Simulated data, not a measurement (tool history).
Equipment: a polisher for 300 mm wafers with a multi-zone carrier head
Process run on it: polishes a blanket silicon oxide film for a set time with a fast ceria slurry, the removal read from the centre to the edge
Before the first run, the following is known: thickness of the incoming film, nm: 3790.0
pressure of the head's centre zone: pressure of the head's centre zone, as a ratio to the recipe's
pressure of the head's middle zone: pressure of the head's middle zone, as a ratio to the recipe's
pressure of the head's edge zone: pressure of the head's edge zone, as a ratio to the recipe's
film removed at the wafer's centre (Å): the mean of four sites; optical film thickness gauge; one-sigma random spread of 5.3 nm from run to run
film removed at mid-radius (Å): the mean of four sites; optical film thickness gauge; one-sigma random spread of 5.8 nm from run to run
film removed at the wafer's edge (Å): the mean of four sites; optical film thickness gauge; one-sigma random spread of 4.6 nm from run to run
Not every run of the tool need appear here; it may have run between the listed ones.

run  hour  flow of slurry (ml/min)  pressure of the head's centre zone  pressure of the head's middle zone  pressure of the head's edge zone  polishing time (s)  film removed at the wafer's centre (Å)  film removed at mid-radius (Å)  film removed at the wafer's edge (Å)
  1     0                      320                                   1                                   1                                 1                  31                                  3620.5                          3683.7                                3744.2
  2   8.8                      325                                1.05                                1.04                              1.04                  33                                  4061.4                          4039.9                                3948.6
  3  10.2                      290                                1.05                                1.04                              1.04                  33                                  4016.3                          3920.9                                3961.9
  4  18.4                      290                                1.05                                1.04                              0.99                  33                                  4074.4                          3944.3                                3866.2
  5  19.9                      290                                1.05                                   1                              0.99                  33                                  4070.6                          3778.6                                3891.7
  6  24.6                      290                                1.05                                   1                              0.96                  33                                  4067.1                            3821                                3842.6

Estimate the outcome of run 7 from the log above:
  7    28                      305                                1.06                                1.03                              0.99                  35                                       ?                               ?                                     ?

{"run 7": {"film removed at the wafer's centre (Å)": 4360.1, "film removed at mid-radius (Å)": 4269.6, "film removed at the wafer's edge (Å)": 4162.5}}
